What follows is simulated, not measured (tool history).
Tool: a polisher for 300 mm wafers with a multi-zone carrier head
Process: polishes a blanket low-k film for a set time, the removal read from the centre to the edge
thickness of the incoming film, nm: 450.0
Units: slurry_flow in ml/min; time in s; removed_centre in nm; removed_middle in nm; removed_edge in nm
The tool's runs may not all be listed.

run	hour	slurry_flow	centre_zone	middle_zone	edge_zone	slurry_solids	time	removed_centre	removed_middle	removed_edge
1	0.0	215	1.00	1.00	1.00	1.00	44	16.302	16.788	15.9840
2	4.4	215	1.00	1.00	0.97	0.90	43	15.186	15.988	14.6840
3	7.1	215	1.00	0.99	0.95	0.85	42	14.737	15.039	13.9120
4	12.7	215	1.00	0.99	1.00	0.85	42	14.744	14.973	14.2980
5	15.1	215	1.00	0.99	0.92	0.85	42	14.663	15.054	14.0000
6	20.0	215	1.00	1.00	0.91	0.80	41	14.226	14.466	13.2900
7	22.1	215	0.99	1.01	0.90	0.75	40	13.162	13.901	12.4880
8	30.2	215	0.99	1.01	0.89	0.70	40	12.860	13.401	12.1480
9	39.0	205	0.97	1.05	0.81	0.50	38	10.479	11.542	9.6491

The next listed run, before its measurement:
10	41.8	210	0.97	1.05	0.82	0.50	38	?	?	?

{"run 10": {"removed_centre": 10.465, "removed_middle": 11.538, "removed_edge": 9.5941}}
